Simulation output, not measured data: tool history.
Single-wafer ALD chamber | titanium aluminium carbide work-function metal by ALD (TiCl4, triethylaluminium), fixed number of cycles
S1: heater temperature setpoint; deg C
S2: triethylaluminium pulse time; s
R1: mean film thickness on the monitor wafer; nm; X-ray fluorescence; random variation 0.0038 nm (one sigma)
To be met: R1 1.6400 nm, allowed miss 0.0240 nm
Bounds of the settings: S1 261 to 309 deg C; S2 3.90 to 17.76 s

Run 1, hour 0.0: S1 285 deg C, S2 10.83 s. Result: R1 1.8565 nm.
Run 2, hour 8.1: S1 279 deg C, S2 10.18 s. Result: R1 1.7666 nm.
Run 3, hour 12.3: S1 276 deg C, S2 10.04 s. Result: R1 1.7325 nm.
Run 4, hour 19.5: S1 283 deg C, S2 10.04 s. Result: R1 1.7934 nm.
Run 5, hour 22.1: S1 279 deg C, S2 9.85 s. Result: R1 1.7466 nm.
Run 6, hour 28.4: S1 277 deg C, S2 9.75 s. Result: R1 1.7297 nm.
Run 7, hour 33.5: S1 275 deg C, S2 9.66 s. Result: R1 1.6949 nm.
Run 8, hour 36.5: S1 274 deg C, S2 9.62 s. Result: R1 1.6903 nm.
Run 9, hour 45.1: S1 273 deg C, S2 9.57 s. Result: R1 1.6833 nm.
Run 10, hour 52.6: S1 272 deg C, S2 9.52 s. Result: R1 1.6682 nm.
Run 11, hour 57.1: S1 272 deg C, S2 9.52 s. Result: R1 1.6641 nm.

Which of these 4 next moves meets every target?
Run A, hour 61.6: S1 278 deg C, S2 8.36 s. Result: R1 ?.
Run B, hour 61.6: S1 283 deg C, S2 8.25 s. Result: R1 ?.
Run C, hour 61.6: S1 269 deg C, S2 10.60 s. Result: R1 ?.
Run D, hour 61.6: S1 270 deg C, S2 8.68 s. Result: R1 ?.

move      R1
   A  1.6511
   B  1.6869
   C  1.6916
   D  1.6026
A: meets every target
B: further off than the last run
C: further off than the last run
D: takes the result that was furthest off past its target
The right move is A.

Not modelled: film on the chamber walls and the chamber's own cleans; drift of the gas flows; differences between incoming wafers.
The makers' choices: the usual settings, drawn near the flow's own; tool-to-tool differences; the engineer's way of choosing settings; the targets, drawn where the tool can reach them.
